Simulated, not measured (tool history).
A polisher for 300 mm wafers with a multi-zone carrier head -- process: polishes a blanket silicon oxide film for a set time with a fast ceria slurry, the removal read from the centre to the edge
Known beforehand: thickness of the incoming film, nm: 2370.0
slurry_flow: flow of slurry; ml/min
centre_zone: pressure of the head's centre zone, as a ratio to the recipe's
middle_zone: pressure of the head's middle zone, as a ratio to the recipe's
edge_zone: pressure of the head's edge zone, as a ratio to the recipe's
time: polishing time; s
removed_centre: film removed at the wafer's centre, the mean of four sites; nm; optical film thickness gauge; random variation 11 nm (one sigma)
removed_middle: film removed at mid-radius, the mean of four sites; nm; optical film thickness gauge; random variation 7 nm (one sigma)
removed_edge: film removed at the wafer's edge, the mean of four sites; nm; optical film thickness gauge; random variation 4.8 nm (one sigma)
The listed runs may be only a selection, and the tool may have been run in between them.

run 1 hour=0.0 | slurry_flow=215 centre_zone=1.00 middle_zone=1.00 edge_zone=1.00 time=75 | removed_centre=672.91 removed_middle=640.71 removed_edge=672.20
run 2 hour=4.8 | slurry_flow=235 centre_zone=1.06 middle_zone=1.01 edge_zone=1.02 time=76 | removed_centre=734.41 removed_middle=678.43 removed_edge=687.71
run 3 hour=10.6 | slurry_flow=235 centre_zone=0.99 middle_zone=1.01 edge_zone=1.02 time=76 | removed_centre=670.92 removed_middle=661.85 removed_edge=681.89
run 4 hour=13.4 | slurry_flow=235 centre_zone=0.95 middle_zone=1.01 edge_zone=1.02 time=76 | removed_centre=644.67 removed_middle=672.39 removed_edge=678.15
run 5 hour=14.3 | slurry_flow=245 centre_zone=1.03 middle_zone=1.00 edge_zone=1.02 time=77 | removed_centre=691.71 removed_middle=675.22 removed_edge=694.59
-- hour=16.0 worn pad replaced by a new one
run 6 hour=16.0 | slurry_flow=220 centre_zone=1.08 middle_zone=1.01 edge_zone=1.04 time=78 | removed_centre=834.84 removed_middle=761.57 removed_edge=780.87
run 7 hour=20.6 | slurry_flow=220 centre_zone=1.11 middle_zone=0.99 edge_zone=1.01 time=78 | removed_centre=848.91 removed_middle=740.40 removed_edge=772.70

Run 8, settings as shown, results not yet in. Your forecast:
run 8 hour=24.0 | slurry_flow=215 centre_zone=1.13 middle_zone=0.98 edge_zone=0.96 time=78 | removed_centre=? removed_middle=? removed_edge=?

{"run 8": {"removed_centre": 853.18, "removed_middle": 733.97, "removed_edge": 751.68}}

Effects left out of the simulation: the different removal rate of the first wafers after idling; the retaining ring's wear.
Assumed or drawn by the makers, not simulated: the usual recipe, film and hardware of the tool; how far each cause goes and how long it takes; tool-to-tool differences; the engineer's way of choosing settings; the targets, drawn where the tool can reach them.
